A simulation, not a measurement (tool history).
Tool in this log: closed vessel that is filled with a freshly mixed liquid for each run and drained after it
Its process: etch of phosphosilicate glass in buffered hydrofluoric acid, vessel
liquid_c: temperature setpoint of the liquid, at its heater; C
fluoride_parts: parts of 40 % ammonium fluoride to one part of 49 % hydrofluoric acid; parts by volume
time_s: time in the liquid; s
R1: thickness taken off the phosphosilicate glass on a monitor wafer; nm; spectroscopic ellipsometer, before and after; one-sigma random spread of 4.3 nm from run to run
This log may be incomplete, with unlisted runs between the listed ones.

{"run": 1, "hour": 0.0, "liquid_c": 23.0, "fluoride_parts": 17.5, "time_s": 95, "R1": 288.48}
{"run": 2, "hour": 6.4, "liquid_c": 25.5, "fluoride_parts": 16.5, "time_s": 95, "R1": 349.67}
{"run": 3, "hour": 7.4, "liquid_c": 22.5, "fluoride_parts": 16.5, "time_s": 95, "R1": 294.98}
{"run": 4, "hour": 8.3, "liquid_c": 21.0, "fluoride_parts": 16.5, "time_s": 95, "R1": 270.62}
{"run": 5, "hour": 14.4, "liquid_c": 21.0, "fluoride_parts": 19.0, "time_s": 95, "R1": 237.26}
{"run": 6, "hour": 21.3, "liquid_c": 24.0, "fluoride_parts": 17.5, "time_s": 95, "R1": 298.8}
{"run": 7, "hour": 28.2, "liquid_c": 24.0, "fluoride_parts": 17.5, "time_s": 95, "R1": 298.07}
{"run": 8, "hour": 29.4, "liquid_c": 26.0, "fluoride_parts": 16.5, "time_s": 95, "R1": 354.24}
{"run": 9, "hour": 35.0, "liquid_c": 27.5, "fluoride_parts": 16.0, "time_s": 95, "R1": 396.27}
{"run": 10, "hour": 36.9, "liquid_c": 27.5, "fluoride_parts": 16.0, "time_s": 95, "R1": 397.08}
{"run": 11, "hour": 38.9, "liquid_c": 28.5, "fluoride_parts": 15.5, "time_s": 95, "R1": 431.01}

Predict the results of run 12:
{"run": 12, "hour": 47.2, "liquid_c": 29.5, "fluoride_parts": 15.5, "time_s": 95, "R1": "?"}

R1: 458.75 nm

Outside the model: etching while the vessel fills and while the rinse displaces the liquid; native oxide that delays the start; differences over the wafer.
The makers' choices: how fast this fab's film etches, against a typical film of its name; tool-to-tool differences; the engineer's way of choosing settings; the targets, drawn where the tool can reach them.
